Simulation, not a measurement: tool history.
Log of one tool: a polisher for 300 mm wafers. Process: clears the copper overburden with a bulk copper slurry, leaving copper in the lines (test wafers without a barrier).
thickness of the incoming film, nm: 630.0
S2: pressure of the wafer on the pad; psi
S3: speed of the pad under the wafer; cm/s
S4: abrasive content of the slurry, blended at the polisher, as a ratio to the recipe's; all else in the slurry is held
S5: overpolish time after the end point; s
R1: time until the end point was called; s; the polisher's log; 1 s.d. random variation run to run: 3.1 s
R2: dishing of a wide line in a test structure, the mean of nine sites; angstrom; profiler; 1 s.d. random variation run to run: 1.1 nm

run 1 hour=0 | flow_of_slurry_(ml/min)=200 S2=2.4 S3=88 S4=1 S5=18 | R1=78.78 R2=850.35
run 2 hour=1.8 | flow_of_slurry_(ml/min)=200 S2=2.4 S3=104 S4=1 S5=18 | R1=67.34 R2=959.02
run 3 hour=7 | flow_of_slurry_(ml/min)=200 S2=2.4 S3=114 S4=1 S5=18 | R1=61.447 R2=994.33
run 4 hour=15.9 | flow_of_slurry_(ml/min)=195 S2=2 S3=100 S4=0.95 S5=20 | R1=87.403 R2=826.08
run 5 hour=22 | flow_of_slurry_(ml/min)=235 S2=2 S3=100 S4=0.95 S5=20 | R1=82.78 R2=871.4
run 6 hour=26.9 | flow_of_slurry_(ml/min)=270 S2=2 S3=100 S4=0.95 S5=20 | R1=81.349 R2=866.67
run 7 hour=30.1 | flow_of_slurry_(ml/min)=270 S2=2 S3=100 S4=0.95 S5=20 | R1=81.096 R2=849.96
run 8 hour=34.2 | flow_of_slurry_(ml/min)=265 S2=1.7 S3=92 S4=0.95 S5=22 | R1=102.76 R2=768.35
run 9 hour=40.7 | flow_of_slurry_(ml/min)=260 S2=1.1 S3=78 S4=0.95 S5=27 | R1=180.1 R2=568.08
run 10 hour=41.5 | flow_of_slurry_(ml/min)=260 S2=1.2 S3=78 S4=0.95 S5=27 | R1=172.9 R2=621.17

The next listed run, before its measurement:
run 11 hour=49.1 | flow_of_slurry_(ml/min)=260 S2=1.2 S3=78 S4=0.95 S5=27 | R1=? R2=?

Run 11 measured R1 173.32 s, R2 603.72 angstrom.
